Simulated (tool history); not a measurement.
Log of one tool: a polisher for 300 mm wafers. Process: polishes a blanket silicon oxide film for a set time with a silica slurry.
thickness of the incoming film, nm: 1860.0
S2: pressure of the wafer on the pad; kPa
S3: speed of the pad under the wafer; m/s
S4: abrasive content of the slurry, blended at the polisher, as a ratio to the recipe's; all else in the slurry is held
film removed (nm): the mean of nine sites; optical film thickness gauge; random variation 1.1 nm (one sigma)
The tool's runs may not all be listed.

Run 1, hour 0.0: flow of slurry (ml/min) 165, S2 21.4 kPa, S3 1.14 m/s, S4 1.0, polishing time (s) 67. Result: film removed (nm) 146.18.
Run 2, hour 3.7: flow of slurry (ml/min) 160, S2 20.7 kPa, S3 1.14 m/s, S4 1.0, polishing time (s) 67. Result: film removed (nm) 143.61.
Run 3, hour 12.7: flow of slurry (ml/min) 160, S2 22.8 kPa, S3 1.14 m/s, S4 1.0, polishing time (s) 67. Result: film removed (nm) 156.93.
Run 4, hour 20.2: flow of slurry (ml/min) 160, S2 21.4 kPa, S3 1.14 m/s, S4 1.0, polishing time (s) 67. Result: film removed (nm) 147.19.
Run 5, hour 28.8: flow of slurry (ml/min) 160, S2 20.0 kPa, S3 1.14 m/s, S4 1.0, polishing time (s) 67. Result: film removed (nm) 138.78.
Run 6, hour 29.7: flow of slurry (ml/min) 160, S2 22.8 kPa, S3 1.14 m/s, S4 1.0, polishing time (s) 67. Result: film removed (nm) 152.40.
Run 7, hour 32.1: flow of slurry (ml/min) 145, S2 16.5 kPa, S3 1.12 m/s, S4 1.0, polishing time (s) 67. Result: film removed (nm) 114.08.

The next listed run, before its measurement:
Run 8, hour 36.2: flow of slurry (ml/min) 150, S2 16.5 kPa, S3 1.12 m/s, S4 1.0, polishing time (s) 67. Result: film removed (nm) ?.

Run 8 gave film removed (nm) 115.07.
